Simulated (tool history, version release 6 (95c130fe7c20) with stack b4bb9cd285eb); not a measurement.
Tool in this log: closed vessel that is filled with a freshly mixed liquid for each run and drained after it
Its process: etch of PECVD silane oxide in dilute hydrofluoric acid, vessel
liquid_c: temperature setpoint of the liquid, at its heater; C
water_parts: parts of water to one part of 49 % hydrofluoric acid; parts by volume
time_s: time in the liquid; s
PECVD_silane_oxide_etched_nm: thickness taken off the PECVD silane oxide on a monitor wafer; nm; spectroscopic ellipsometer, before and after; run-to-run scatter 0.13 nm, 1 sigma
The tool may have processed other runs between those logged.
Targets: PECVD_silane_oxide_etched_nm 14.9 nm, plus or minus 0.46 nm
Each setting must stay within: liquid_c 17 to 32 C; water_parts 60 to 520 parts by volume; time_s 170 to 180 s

{"run": 1, "hour": 0.0, "liquid_c": 24, "water_parts": 290, "time_s": 170, "PECVD_silane_oxide_etched_nm": 7.8714}
{"run": 2, "hour": 6.1, "liquid_c": 25, "water_parts": 275, "time_s": 170, "PECVD_silane_oxide_etched_nm": 8.7101}
{"run": 3, "hour": 12.1, "liquid_c": 25, "water_parts": 235, "time_s": 170, "PECVD_silane_oxide_etched_nm": 10.632}
{"run": 4, "hour": 20.3, "liquid_c": 25, "water_parts": 195, "time_s": 170, "PECVD_silane_oxide_etched_nm": 13.314}
{"run": 5, "hour": 27.2, "liquid_c": 25, "water_parts": 195, "time_s": 170, "PECVD_silane_oxide_etched_nm": 13.268}
{"run": 6, "hour": 28.2, "liquid_c": 21.5, "water_parts": 195, "time_s": 170, "PECVD_silane_oxide_etched_nm": 11.603}
{"run": 7, "hour": 30.8, "liquid_c": 22.5, "water_parts": 195, "time_s": 170, "PECVD_silane_oxide_etched_nm": 12.144}
{"run": 8, "hour": 33.4, "liquid_c": 23.5, "water_parts": 195, "time_s": 170, "PECVD_silane_oxide_etched_nm": 12.618}
{"run": 9, "hour": 41.3, "liquid_c": 24, "water_parts": 195, "time_s": 170, "PECVD_silane_oxide_etched_nm": 12.979}

5 next moves are on the table. One of them brings every result within its allowed miss. Which?
{"run": "A", "hour": 49.2, "liquid_c": 23.5, "water_parts": 170, "time_s": 180, "PECVD_silane_oxide_etched_nm": "?"}
{"run": "B", "hour": 49.2, "liquid_c": 22.5, "water_parts": 160, "time_s": 180, "PECVD_silane_oxide_etched_nm": "?"}
{"run": "C", "hour": 49.2, "liquid_c": 23, "water_parts": 210, "time_s": 170, "PECVD_silane_oxide_etched_nm": "?"}
{"run": "D", "hour": 49.2, "liquid_c": 28, "water_parts": 255, "time_s": 170, "PECVD_silane_oxide_etched_nm": "?"}
{"run": "E", "hour": 49.2, "liquid_c": 22.5, "water_parts": 170, "time_s": 175, "PECVD_silane_oxide_etched_nm": "?"}

move=A PECVD_silane_oxide_etched_nm=15.829
move=B PECVD_silane_oxide_etched_nm=16.366
move=C PECVD_silane_oxide_etched_nm=11.38
move=D PECVD_silane_oxide_etched_nm=10.668
move=E PECVD_silane_oxide_etched_nm=14.814
A: takes the result that was furthest off past its target
B: takes the result that was furthest off past its target
C: lands further from the targets than the last run did
D: lands further from the targets than the last run did
E: all results land within tolerance of their targets
Move E is the one to make.

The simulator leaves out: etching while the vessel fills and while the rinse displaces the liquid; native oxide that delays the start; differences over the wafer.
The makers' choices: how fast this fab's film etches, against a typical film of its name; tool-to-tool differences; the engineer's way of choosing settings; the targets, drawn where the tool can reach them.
